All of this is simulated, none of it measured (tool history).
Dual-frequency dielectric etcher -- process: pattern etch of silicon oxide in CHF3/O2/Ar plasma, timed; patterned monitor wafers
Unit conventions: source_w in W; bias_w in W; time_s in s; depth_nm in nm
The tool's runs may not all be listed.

run 1 day=0 | source_w=460 bias_w=217 time_s=270 | depth_nm=542.54
run 2 day=0.175 | source_w=460 bias_w=181 time_s=270 | depth_nm=506.78
run 3 day=0.442 | source_w=440 bias_w=180 time_s=270 | depth_nm=501.73
run 4 day=0.621 | source_w=480 bias_w=180 time_s=270 | depth_nm=515.07
run 5 day=0.992 | source_w=480 bias_w=194 time_s=270 | depth_nm=528.2
run 6 day=1.133 | source_w=470 bias_w=194 time_s=270 | depth_nm=521.48
run 7 day=1.292 | source_w=460 bias_w=194 time_s=270 | depth_nm=521.36
run 8 day=1.342 | source_w=450 bias_w=194 time_s=270 | depth_nm=517.97

Run 9 is up next; what results do you expect?
run 9 day=1.504 | source_w=440 bias_w=194 time_s=270 | depth_nm=?

{"run 9": {"depth_nm": 512.01}}

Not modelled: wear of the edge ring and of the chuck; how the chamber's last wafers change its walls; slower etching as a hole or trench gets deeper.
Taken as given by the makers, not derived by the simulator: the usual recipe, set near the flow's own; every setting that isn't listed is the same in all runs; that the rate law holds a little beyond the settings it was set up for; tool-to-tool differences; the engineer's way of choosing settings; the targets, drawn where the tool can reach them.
